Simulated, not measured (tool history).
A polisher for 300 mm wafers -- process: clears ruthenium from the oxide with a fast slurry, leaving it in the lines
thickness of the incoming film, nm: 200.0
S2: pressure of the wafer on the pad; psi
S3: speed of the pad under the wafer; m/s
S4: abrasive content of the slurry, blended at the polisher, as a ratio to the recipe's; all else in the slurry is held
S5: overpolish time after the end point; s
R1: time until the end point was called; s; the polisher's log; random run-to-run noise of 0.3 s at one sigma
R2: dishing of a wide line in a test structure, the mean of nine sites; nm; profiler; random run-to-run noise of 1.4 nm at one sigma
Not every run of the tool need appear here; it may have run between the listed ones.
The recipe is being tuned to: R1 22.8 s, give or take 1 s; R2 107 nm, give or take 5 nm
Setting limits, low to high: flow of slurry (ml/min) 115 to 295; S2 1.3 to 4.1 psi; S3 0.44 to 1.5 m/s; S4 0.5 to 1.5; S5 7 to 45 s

{"run": 1, "hour": 0.0, "flow of slurry (ml/min)": 190, "S2": 2.7, "S3": 0.96, "S4": 1, "S5": 23, "R1": 51.606, "R2": 63.745}
{"run": 2, "hour": 6.5, "flow of slurry (ml/min)": 190, "S2": 2.7, "S3": 1.18, "S4": 1, "S5": 23, "R1": 43.702, "R2": 73.716}
{"run": 3, "hour": 9.5, "flow of slurry (ml/min)": 195, "S2": 3.1, "S3": 1.22, "S4": 1, "S5": 22, "R1": 37.919, "R2": 77.923}
{"run": 4, "hour": 11.9, "flow of slurry (ml/min)": 195, "S2": 3.4, "S3": 1.3, "S4": 1, "S5": 22, "R1": 32.572, "R2": 86.867}
{"run": 5, "hour": 17.4, "flow of slurry (ml/min)": 195, "S2": 3.6, "S3": 1.36, "S4": 1, "S5": 22, "R1": 29.354, "R2": 91.608}
{"run": 6, "hour": 21.4, "flow of slurry (ml/min)": 195, "S2": 3.8, "S3": 1.4, "S4": 1, "S5": 22, "R1": 27.277, "R2": 95.31}
{"run": 7, "hour": 29.5, "flow of slurry (ml/min)": 200, "S2": 3.9, "S3": 1.44, "S4": 1, "S5": 22, "R1": 26.507, "R2": 98.166}
{"run": 8, "hour": 38.2, "flow of slurry (ml/min)": 200, "S2": 4, "S3": 1.46, "S4": 1.05, "S5": 22, "R1": 24.745, "R2": 101.38}

Which of these 5 next moves meets every target?
{"run": "A", "hour": 46.9, "flow of slurry (ml/min)": 195, "S2": 4, "S3": 1.46, "S4": 1.15, "S5": 19, "R1": "?", "R2": "?"}
{"run": "B", "hour": 46.9, "flow of slurry (ml/min)": 210, "S2": 4, "S3": 1.46, "S4": 1, "S5": 20, "R1": "?", "R2": "?"}
{"run": "C", "hour": 46.9, "flow of slurry (ml/min)": 260, "S2": 4.1, "S3": 1.4, "S4": 1.1, "S5": 18, "R1": "?", "R2": "?"}
{"run": "D", "hour": 46.9, "flow of slurry (ml/min)": 200, "S2": 3.8, "S3": 1.46, "S4": 0.95, "S5": 29, "R1": "?", "R2": "?"}
{"run": "E", "hour": 46.9, "flow of slurry (ml/min)": 115, "S2": 4, "S3": 1.5, "S4": 1.35, "S5": 23, "R1": "?", "R2": "?"}

move=A R1=23.176 R2=95.921
move=B R1=24.869 R2=94.913
move=C R1=23.205 R2=93.015
move=D R1=27.213 R2=109.28
move=E R1=23.28 R2=105.53
A: brings the result that was furthest off to its target, and leaves another outside
B: moves away from the targets compared with the last run
C: brings the result that was furthest off to its target, and leaves another outside
D: moves away from the targets compared with the last run
E: every result within its allowed miss
Answer: E

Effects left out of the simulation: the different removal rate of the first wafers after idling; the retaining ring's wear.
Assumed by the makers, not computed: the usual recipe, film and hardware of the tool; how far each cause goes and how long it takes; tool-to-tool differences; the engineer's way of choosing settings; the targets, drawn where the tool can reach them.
